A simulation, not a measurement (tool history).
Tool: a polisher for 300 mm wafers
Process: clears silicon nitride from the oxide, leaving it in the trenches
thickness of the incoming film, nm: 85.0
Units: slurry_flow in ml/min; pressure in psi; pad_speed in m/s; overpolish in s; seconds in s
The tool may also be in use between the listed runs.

run  hour  slurry_flow  pressure  pad_speed  overpolish  seconds
  1     0          260       2.8       0.78          36   124.33
  2   8.9          260       2.7       0.78          36   125.93
  3    15          260       2.3       0.78          36   148.25
  4  20.9          315       2.3       0.78          36   141.23
  5  25.5          315       2.2       0.78          36   144.12
  6  34.4          315       2.2       0.88          36   126.71
  7  36.2          315       2.1       0.88          36   133.15
  8  43.7          315         2       0.88          36   142.54
  9  49.8          310         2       0.88          36   137.58
 10  52.4          310       1.9       0.88          36   145.89

The next listed run, before its measurement:
 11    60          305       1.9       0.88          36        ?

Run 11 gave seconds 137.3 s.
